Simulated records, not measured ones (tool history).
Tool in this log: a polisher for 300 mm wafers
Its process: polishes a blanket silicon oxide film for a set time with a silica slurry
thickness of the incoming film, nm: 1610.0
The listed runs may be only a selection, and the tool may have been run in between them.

run,hour,flow of slurry (ml/min),pressure of the wafer on the pad (psi),speed of the pad under the wafer (m/s),abrasive content of the slurry,polishing time (s),film removed (angstrom)
1,0.0,215,4.7,0.98,1.0,39,1370.2
2,4.7,190,4.7,0.98,1.0,39,1325.2
3,7.1,190,3.7,0.98,1.0,39,1066.3
4,11.6,190,3.7,0.98,1.1,39,1127.9
5,19.0,195,4.1,0.98,1.1,39,1246.3
6,27.4,195,4.1,0.98,1.1,39,1222.9
7,28.7,205,4.4,0.98,1.1,39,1321.2
8,34.6,210,4.7,0.98,1.1,39,1453.4
9,36.8,220,4.8,0.98,1.1,39,1455.4

Estimate the outcome of run 10 from the log above:
10,41.2,220,5.0,0.98,1.1,39,?

film removed (angstrom): 1510.1

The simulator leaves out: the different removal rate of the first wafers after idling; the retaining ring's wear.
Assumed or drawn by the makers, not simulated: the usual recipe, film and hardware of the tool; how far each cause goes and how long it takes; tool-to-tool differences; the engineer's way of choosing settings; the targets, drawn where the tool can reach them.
